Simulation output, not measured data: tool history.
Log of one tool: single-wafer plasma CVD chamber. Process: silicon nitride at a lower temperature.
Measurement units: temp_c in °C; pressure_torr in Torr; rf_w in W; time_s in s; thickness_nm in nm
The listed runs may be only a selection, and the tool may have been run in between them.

| run | day | temp_c | pressure_torr | rf_w | time_s | thickness_nm |
|---|---|---|---|---|---|---|
| 1 | 0.000 | 340 | 1.35 | 280 | 12.5 | 12.399 |
| 2 | 0.283 | 340 | 1.41 | 285 | 12.5 | 12.753 |
| 3 | 0.588 | 340 | 1.46 | 290 | 12.5 | 13.088 |
| 4 | 0.883 | 340 | 1.46 | 250 | 12.5 | 11.320 |
| 5 | 1.079 | 340 | 1.46 | 230 | 12.5 | 10.286 |
| 6 | 1.362 | 340 | 1.50 | 240 | 12.5 | 10.861 |
| 7 | 1.512 | 340 | 1.54 | 250 | 12.5 | 11.337 |
| 8 | 1.688 | 340 | 1.54 | 250 | 12.5 | 11.452 |

Forecast run 9:
| 9 | 1.971 | 340 | 1.58 | 260 | 12.5 | ? |

thickness_nm: 11.970 nm

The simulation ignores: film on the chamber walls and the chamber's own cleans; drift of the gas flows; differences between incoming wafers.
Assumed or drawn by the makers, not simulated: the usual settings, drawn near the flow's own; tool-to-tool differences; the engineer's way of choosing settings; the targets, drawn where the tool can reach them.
